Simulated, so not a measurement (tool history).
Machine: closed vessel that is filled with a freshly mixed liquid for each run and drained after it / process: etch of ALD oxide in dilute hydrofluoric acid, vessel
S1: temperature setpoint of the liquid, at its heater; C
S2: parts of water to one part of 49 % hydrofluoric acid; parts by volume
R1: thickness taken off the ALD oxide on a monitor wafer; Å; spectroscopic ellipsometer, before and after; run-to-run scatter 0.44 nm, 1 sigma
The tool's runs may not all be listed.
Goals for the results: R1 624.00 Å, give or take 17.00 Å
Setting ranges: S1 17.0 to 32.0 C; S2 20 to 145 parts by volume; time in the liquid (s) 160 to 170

{"run": 1, "hour": 0.0, "S1": 24.0, "S2": 80, "time in the liquid (s)": 160, "R1": 334.19}
{"run": 2, "hour": 7.4, "S1": 24.0, "S2": 60, "time in the liquid (s)": 160, "R1": 453.3}
{"run": 3, "hour": 10.1, "S1": 21.0, "S2": 60, "time in the liquid (s)": 160, "R1": 398.41}
{"run": 4, "hour": 16.2, "S1": 22.5, "S2": 60, "time in the liquid (s)": 160, "R1": 427.18}
{"run": 5, "hour": 19.7, "S1": 24.5, "S2": 60, "time in the liquid (s)": 160, "R1": 467.77}
{"run": 6, "hour": 26.9, "S1": 26.0, "S2": 60, "time in the liquid (s)": 160, "R1": 491.09}
{"run": 7, "hour": 34.2, "S1": 27.5, "S2": 60, "time in the liquid (s)": 160, "R1": 528.89}
{"run": 8, "hour": 40.0, "S1": 28.5, "S2": 60, "time in the liquid (s)": 160, "R1": 545.81}
{"run": 9, "hour": 48.5, "S1": 29.0, "S2": 60, "time in the liquid (s)": 160, "R1": 552.58}
{"run": 10, "hour": 51.7, "S1": 29.5, "S2": 60, "time in the liquid (s)": 160, "R1": 570.13}
{"run": 11, "hour": 58.4, "S1": 30.0, "S2": 60, "time in the liquid (s)": 160, "R1": 583.05}

Which single option among these 5 for the next run brings every result within its allowed miss of target? Just one does.
{"run": "A", "hour": 65.1, "S1": 28.5, "S2": 50, "time in the liquid (s)": 160, "R1": "?"}
{"run": "B", "hour": 65.1, "S1": 32.0, "S2": 70, "time in the liquid (s)": 160, "R1": "?"}
{"run": "C", "hour": 65.1, "S1": 29.5, "S2": 60, "time in the liquid (s)": 160, "R1": "?"}
{"run": "D", "hour": 65.1, "S1": 31.5, "S2": 65, "time in the liquid (s)": 160, "R1": "?"}
{"run": "E", "hour": 65.1, "S1": 28.5, "S2": 55, "time in the liquid (s)": 165, "R1": "?"}

move=A R1=660.77
move=B R1=524.41
move=C R1=564.30
move=D R1=558.44
move=E R1=614.92
A: the result that was furthest off in the last run now lies on the other side of its target
B: the biggest miss grows against the last run
C: the biggest miss grows against the last run
D: the biggest miss grows against the last run
E: every result lands within tolerance
Go with E: it meets all targets.
